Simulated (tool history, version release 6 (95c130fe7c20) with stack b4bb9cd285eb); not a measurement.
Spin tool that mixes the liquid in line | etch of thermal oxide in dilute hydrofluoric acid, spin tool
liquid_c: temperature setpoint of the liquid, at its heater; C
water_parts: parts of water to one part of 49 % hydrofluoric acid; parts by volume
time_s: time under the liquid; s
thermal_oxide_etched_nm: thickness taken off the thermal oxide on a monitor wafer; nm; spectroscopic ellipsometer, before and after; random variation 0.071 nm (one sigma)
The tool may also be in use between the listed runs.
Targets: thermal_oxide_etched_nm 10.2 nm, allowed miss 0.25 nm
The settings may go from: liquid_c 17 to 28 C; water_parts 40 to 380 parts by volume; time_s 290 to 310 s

| run | day | liquid_c | water_parts | time_s | thermal_oxide_etched_nm |
|---|---|---|---|---|---|
| 1 | 0 | 20 | 210 | 290 | 4.6843 |
| 2 | 0.171 | 20 | 235 | 290 | 4.0922 |
| 3 | 0.192 | 20 | 235 | 290 | 4.1023 |
| 4 | 0.267 | 20 | 305 | 290 | 2.9448 |
| 5 | 0.288 | 21 | 280 | 290 | 3.3972 |
| 6 | 0.479 | 21 | 225 | 290 | 4.4701 |
| 7 | 0.712 | 22 | 210 | 290 | 5.0185 |
| 8 | 0.946 | 22.5 | 200 | 290 | 5.4459 |
| 9 | 1.192 | 23 | 190 | 290 | 5.9277 |
| 10 | 1.346 | 23.5 | 180 | 290 | 6.417 |
| 11 | 1.496 | 24 | 175 | 290 | 6.7244 |
| 12 | 1.792 | 24.5 | 170 | 290 | 7.1511 |
| 13 | 2.05 | 25 | 165 | 290 | 7.6152 |

4 next moves are on the table. One of them brings every result within its allowed miss. Which?
| A | 2.308 | 28 | 140 | 290 | ? |
| B | 2.308 | 28 | 135 | 305 | ? |
| C | 2.308 | 27 | 165 | 310 | ? |
| D | 2.308 | 27.5 | 125 | 290 | ? |

| move | thermal_oxide_etched_nm |
|---|---|
| A | 10.113 |
| B | 11.101 |
| C | 8.5722 |
| D | 11.332 |
A: meets every target
B: takes the result that was furthest off past its target
C: nearer than the last run, and not there yet
D: takes the result that was furthest off past its target
Answer: A
